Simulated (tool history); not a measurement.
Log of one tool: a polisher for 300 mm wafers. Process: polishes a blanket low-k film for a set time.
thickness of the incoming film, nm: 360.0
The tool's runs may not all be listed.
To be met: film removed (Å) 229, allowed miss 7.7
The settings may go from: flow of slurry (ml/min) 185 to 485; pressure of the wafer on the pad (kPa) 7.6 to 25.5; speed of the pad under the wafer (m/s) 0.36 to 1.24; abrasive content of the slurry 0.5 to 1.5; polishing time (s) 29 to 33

run	hour	flow of slurry (ml/min)	pressure of the wafer on the pad (kPa)	speed of the pad under the wafer (m/s)	abrasive content of the slurry	polishing time (s)	film removed (Å)
1	0	310	16.5	0.8	1	33	154.88
2	1.4	310	16.5	0.6	1	33	128.53
3	9.6	310	16.5	0.8	1	33	153.28
4	17.7	310	17.9	0.8	1	33	167.27
5	24.9	310	17.9	0.8	1	33	168.09
6	26.4	310	17.9	0.94	1	33	185.46
7	30	310	18.6	0.94	1	33	193.19
8	34.4	310	19.3	0.94	1	33	200.57

Which of these 4 next moves meets every target?
A	38.8	290	21.4	1.02	0.85	32	?
B	38.8	385	21.4	1.08	0.95	29	?
C	38.8	240	21.4	0.94	1.1	30	?
D	38.8	335	21.4	0.98	1.05	32	?

move	film removed (Å)
A	212.68
B	217.05
C	209.31
D	231.68
A: nearer than the last run, and not there yet
B: nearer than the last run, and not there yet
C: nearer than the last run, and not there yet
D: meets every target
Answer: D

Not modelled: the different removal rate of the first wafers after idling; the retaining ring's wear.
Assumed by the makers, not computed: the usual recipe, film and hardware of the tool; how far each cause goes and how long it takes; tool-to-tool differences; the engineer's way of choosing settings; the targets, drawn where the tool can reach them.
